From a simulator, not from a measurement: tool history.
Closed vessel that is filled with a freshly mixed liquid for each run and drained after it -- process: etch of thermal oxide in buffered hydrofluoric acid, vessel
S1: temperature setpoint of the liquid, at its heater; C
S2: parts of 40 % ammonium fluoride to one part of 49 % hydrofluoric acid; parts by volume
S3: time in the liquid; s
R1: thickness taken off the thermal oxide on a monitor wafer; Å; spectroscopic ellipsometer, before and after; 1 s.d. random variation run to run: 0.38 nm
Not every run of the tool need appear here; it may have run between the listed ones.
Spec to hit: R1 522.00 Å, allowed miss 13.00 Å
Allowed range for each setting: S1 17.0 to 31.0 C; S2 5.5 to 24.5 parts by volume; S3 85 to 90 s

run	hour	S1	S2	S3	R1
1	0.0	23.0	15.0	85	737.06
2	6.2	23.0	15.0	90	773.02
3	14.5	23.0	15.0	85	735.88
4	22.2	23.0	11.5	85	946.29
5	26.4	23.0	11.5	90	1007.00
6	28.6	22.0	12.5	90	872.84
7	35.0	22.0	12.5	90	876.27
8	39.8	21.0	13.0	90	804.66
9	41.1	20.5	13.5	90	754.50
10	49.8	20.0	14.0	90	705.78
11	50.5	19.5	14.5	90	662.91
12	56.4	19.0	14.5	90	644.36
13	57.9	18.5	14.5	90	627.63
14	62.8	18.0	15.0	90	586.82
15	70.9	17.5	15.5	90	557.19

Below are 5 possible settings for the next run. Only one of them brings all results inside the allowed miss of their targets. Which is it?
A	79.0	18.5	15.0	90	?
B	79.0	17.0	16.0	90	?
C	79.0	17.0	13.5	85	?
D	79.0	18.0	15.0	90	?
E	79.0	25.0	22.0	85	?

move	R1
A	614.27
B	529.89
C	591.47
D	597.32
E	584.37
A: moves away from the targets compared with the last run
B: every result within its allowed miss
C: moves away from the targets compared with the last run
D: moves away from the targets compared with the last run
E: moves away from the targets compared with the last run
Move B is the one to make.

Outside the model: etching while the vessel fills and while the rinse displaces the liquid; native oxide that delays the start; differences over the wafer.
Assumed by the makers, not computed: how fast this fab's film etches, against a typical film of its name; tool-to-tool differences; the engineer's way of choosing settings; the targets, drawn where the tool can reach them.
